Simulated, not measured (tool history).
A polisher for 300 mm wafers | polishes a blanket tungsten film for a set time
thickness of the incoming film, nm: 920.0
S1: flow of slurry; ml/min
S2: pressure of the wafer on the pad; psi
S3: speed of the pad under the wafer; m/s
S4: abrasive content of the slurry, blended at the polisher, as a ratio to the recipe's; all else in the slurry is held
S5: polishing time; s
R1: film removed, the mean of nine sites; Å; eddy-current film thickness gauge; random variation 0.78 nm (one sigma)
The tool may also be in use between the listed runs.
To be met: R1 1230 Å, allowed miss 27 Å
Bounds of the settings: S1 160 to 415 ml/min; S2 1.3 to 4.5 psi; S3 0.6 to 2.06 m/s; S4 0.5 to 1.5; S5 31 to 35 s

{"run": 1, "day": 0.0, "S1": 265, "S2": 2.9, "S3": 1.32, "S4": 1, "S5": 35, "R1": 1779.5}
{"run": 2, "day": 0.054, "S1": 265, "S2": 2.9, "S3": 1.32, "S4": 0.9, "S5": 35, "R1": 1746.6}
{"run": 3, "day": 0.171, "S1": 260, "S2": 2.8, "S3": 1.32, "S4": 0.9, "S5": 35, "R1": 1678.6}
{"run": 4, "day": 0.262, "S1": 260, "S2": 3.2, "S3": 1.32, "S4": 0.9, "S5": 35, "R1": 1863.7}
{"run": 5, "day": 0.471, "S1": 260, "S2": 3.2, "S3": 1.32, "S4": 0.9, "S5": 35, "R1": 1869.7}
{"run": 6, "day": 0.633, "S1": 260, "S2": 3.2, "S3": 1.46, "S4": 0.9, "S5": 35, "R1": 2040.8}
{"run": 7, "day": 0.788, "S1": 255, "S2": 3, "S3": 1.46, "S4": 0.9, "S5": 35, "R1": 1939.2}
{"run": 8, "day": 0.892, "S1": 250, "S2": 2.8, "S3": 1.46, "S4": 0.9, "S5": 35, "R1": 1844.4}
{"run": 9, "day": 1.038, "S1": 250, "S2": 2.6, "S3": 1.46, "S4": 0.9, "S5": 35, "R1": 1773.2}
{"run": 10, "day": 1.183, "S1": 230, "S2": 1.8, "S3": 1.44, "S4": 0.9, "S5": 35, "R1": 1319.1}
{"run": 11, "day": 1.254, "S1": 225, "S2": 1.8, "S3": 1.44, "S4": 0.9, "S5": 35, "R1": 1310.6}
{"run": 12, "day": 1.571, "S1": 220, "S2": 1.8, "S3": 1.44, "S4": 0.9, "S5": 35, "R1": 1322}
{"run": 13, "day": 1.821, "S1": 220, "S2": 1.8, "S3": 1.44, "S4": 0.9, "S5": 35, "R1": 1317.3}
{"run": 14, "day": 2.033, "S1": 215, "S2": 1.8, "S3": 1.44, "S4": 0.9, "S5": 35, "R1": 1299.4}
{"run": 15, "day": 2.217, "S1": 210, "S2": 1.8, "S3": 1.44, "S4": 0.9, "S5": 35, "R1": 1305.7}
{"run": 16, "day": 2.592, "S1": 205, "S2": 1.8, "S3": 1.44, "S4": 0.9, "S5": 35, "R1": 1311.1}

4 next moves are on the table. One of them brings every result within its allowed miss. Which?
{"run": "A", "day": 2.967, "S1": 195, "S2": 1.8, "S3": 1.42, "S4": 1, "S5": 31, "R1": "?"}
{"run": "B", "day": 2.967, "S1": 190, "S2": 1.3, "S3": 1.78, "S4": 1.35, "S5": 34, "R1": "?"}
{"run": "C", "day": 2.967, "S1": 235, "S2": 2.4, "S3": 1.26, "S4": 0.7, "S5": 32, "R1": "?"}
{"run": "D", "day": 2.967, "S1": 195, "S2": 2.2, "S3": 1.22, "S4": 1, "S5": 31, "R1": "?"}

move=A R1=1143.9
move=B R1=1348.3
move=C R1=1233.9
move=D R1=1134.4
A: takes the result that was furthest off past its target
B: further off than the last run
C: meets every target
D: takes the result that was furthest off past its target
The right move is C.

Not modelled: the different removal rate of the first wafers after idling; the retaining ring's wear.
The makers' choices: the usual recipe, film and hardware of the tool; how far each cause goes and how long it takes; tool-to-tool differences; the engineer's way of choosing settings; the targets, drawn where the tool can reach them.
